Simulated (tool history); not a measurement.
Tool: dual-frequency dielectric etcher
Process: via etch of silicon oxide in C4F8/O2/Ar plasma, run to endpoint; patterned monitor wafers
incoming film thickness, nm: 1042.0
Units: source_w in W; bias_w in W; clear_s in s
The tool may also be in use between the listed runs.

run,day,source_w,bias_w,clear_s
1,0,2370,2520,188.67
2,0.208,2570,2569,178.48
3,0.442,2660,2584,174.69
4,0.75,2280,2584,189.47
5,1.117,2460,2615,182.2
6,1.429,2140,2615,192.17

Forecast run 7:
7,1.612,2360,2658,?

{"run 7": {"clear_s": 184.22}}
